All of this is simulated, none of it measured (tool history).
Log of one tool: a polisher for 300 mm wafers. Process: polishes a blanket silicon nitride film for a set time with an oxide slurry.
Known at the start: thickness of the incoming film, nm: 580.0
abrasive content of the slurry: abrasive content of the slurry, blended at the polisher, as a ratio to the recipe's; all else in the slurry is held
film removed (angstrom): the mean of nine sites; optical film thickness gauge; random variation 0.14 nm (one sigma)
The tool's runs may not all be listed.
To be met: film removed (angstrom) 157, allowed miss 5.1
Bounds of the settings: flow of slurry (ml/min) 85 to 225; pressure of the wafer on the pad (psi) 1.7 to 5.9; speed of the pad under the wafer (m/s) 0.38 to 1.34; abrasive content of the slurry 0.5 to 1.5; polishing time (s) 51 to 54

run  hour  flow of slurry (ml/min)  pressure of the wafer on the pad (psi)  speed of the pad under the wafer (m/s)  abrasive content of the slurry  polishing time (s)  film removed (angstrom)
  1     0                      145                                     3.8                                    0.86                               1                  51                   298.18
  2     7                      140                                     3.3                                    0.84                               1                  51                   260.27
  3   7.9                      140                                     3.3                                    0.84                             1.2                  51                   277.81
  4  11.2                      135                                     2.9                                     0.8                             1.2                  51                   240.05
  5  15.9                      135                                     2.9                                     0.8                            1.05                  51                   227.28
  6    23                      130                                     2.6                                    0.78                            1.05                  51                   205.15
  7  26.7                      130                                     2.6                                    0.78                            1.05                  51                   201.48
  8  33.3                      115                                     1.7                                    0.76                            1.05                  51                   141.68

Which of these 5 next moves meets every target?
  A  39.9                       85                                     2.2                                    0.58                             1.2                  52                        ?
  B  39.9                      110                                     1.8                                    0.74                            1.05                  51                        ?
  C  39.9                      120                                     1.9                                    0.66                            1.05                  51                        ?
  D  39.9                      115                                     1.7                                    0.72                             1.1                  53                        ?
  E  39.9                      105                                     1.8                                    0.82                               1                  54                        ?

move  film removed (angstrom)
   A                   141.21
   B                   142.37
   C                   141.32
   D                   143.72
   E                   155.74
A: as far off as the last run
B: as far off as the last run
C: as far off as the last run
D: nearer than the last run, and not there yet
E: meets every target
The right move is E.

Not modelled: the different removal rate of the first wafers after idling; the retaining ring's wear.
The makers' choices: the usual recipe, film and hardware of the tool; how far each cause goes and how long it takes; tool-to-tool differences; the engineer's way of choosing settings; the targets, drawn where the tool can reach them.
